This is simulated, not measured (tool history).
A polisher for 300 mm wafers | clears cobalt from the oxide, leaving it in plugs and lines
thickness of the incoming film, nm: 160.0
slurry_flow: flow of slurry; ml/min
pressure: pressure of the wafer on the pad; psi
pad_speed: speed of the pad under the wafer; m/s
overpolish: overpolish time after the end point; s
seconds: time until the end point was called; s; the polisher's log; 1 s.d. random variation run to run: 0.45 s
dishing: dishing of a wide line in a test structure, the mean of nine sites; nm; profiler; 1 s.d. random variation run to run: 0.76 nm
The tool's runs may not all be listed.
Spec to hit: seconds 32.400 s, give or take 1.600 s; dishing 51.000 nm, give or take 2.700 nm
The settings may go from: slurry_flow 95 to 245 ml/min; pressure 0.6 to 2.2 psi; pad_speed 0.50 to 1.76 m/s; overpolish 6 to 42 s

run,hour,slurry_flow,pressure,pad_speed,overpolish,seconds,dishing
1,0.0,155,1.4,1.12,21,41.063,44.256
2,3.5,155,1.4,0.94,21,49.529,41.327
3,4.6,155,1.5,0.94,21,46.249,41.759
4,5.9,155,1.5,1.10,21,38.449,44.962
5,10.4,135,1.5,1.10,21,40.125,44.599
6,17.7,135,1.1,1.10,21,53.383,39.661
7,21.0,140,1.2,1.10,21,48.010,39.292
8,24.5,145,1.3,1.10,21,44.375,41.334
9,26.0,150,1.4,1.10,21,42.087,43.744
10,32.1,155,1.5,1.10,21,38.920,45.484
11,37.4,160,1.5,1.10,21,39.231,44.573
12,39.4,160,1.6,1.10,21,35.666,46.828
13,47.1,160,1.6,1.10,21,36.222,46.884
14,50.4,165,1.7,1.10,22,33.952,47.955
15,56.7,165,1.7,1.10,23,33.927,48.072

Pick the move, out of 5, that brings all results within their allowed miss; only one does.
A,63.0,145,1.6,1.10,42,?,?
B,63.0,185,1.3,1.52,25,?,?
C,63.0,110,1.7,1.08,30,?,?
D,63.0,160,1.7,1.16,35,?,?
E,63.0,160,1.6,1.08,30,?,?

move,seconds,dishing
A,36.621,55.022
B,31.475,50.883
C,37.109,51.175
D,32.253,54.475
E,36.671,51.379
A: carries the result that was furthest off beyond its target, to the other side
B: hits every target within its allowed miss
C: puts the biggest miss on target and leaves a different result outside tolerance
D: carries the result that was furthest off beyond its target, to the other side
E: puts the biggest miss on target and leaves a different result outside tolerance
The right move is B.
